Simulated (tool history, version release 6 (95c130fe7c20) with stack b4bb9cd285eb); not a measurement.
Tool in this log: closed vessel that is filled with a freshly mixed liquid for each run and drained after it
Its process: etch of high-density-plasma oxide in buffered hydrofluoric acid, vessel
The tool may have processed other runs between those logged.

run,day,temperature setpoint of the liquid (C),parts of 40 % ammonium fluoride to one part of 49 % hydrofluoric acid (parts by volume),time in the liquid (s),thickness taken off the high-density-plasma oxide on a monitor wafer (angstrom)
1,0.000,24.0,22.5,30,348.28
2,0.058,24.0,22.5,30,349.35
3,0.308,25.5,20.0,30,410.23
4,0.408,25.5,20.0,30,414.61
5,0.521,26.5,18.5,30,466.49
6,0.629,26.5,18.5,30,473.19
7,0.650,27.5,17.5,30,522.43
8,0.929,31.5,10.5,30,1061.90
9,1.062,31.0,10.5,30,1037.00

Predict the results of run 10:
10,1.304,30.5,10.5,30,?

thickness taken off the high-density-plasma oxide on a monitor wafer (angstrom): 1005.20

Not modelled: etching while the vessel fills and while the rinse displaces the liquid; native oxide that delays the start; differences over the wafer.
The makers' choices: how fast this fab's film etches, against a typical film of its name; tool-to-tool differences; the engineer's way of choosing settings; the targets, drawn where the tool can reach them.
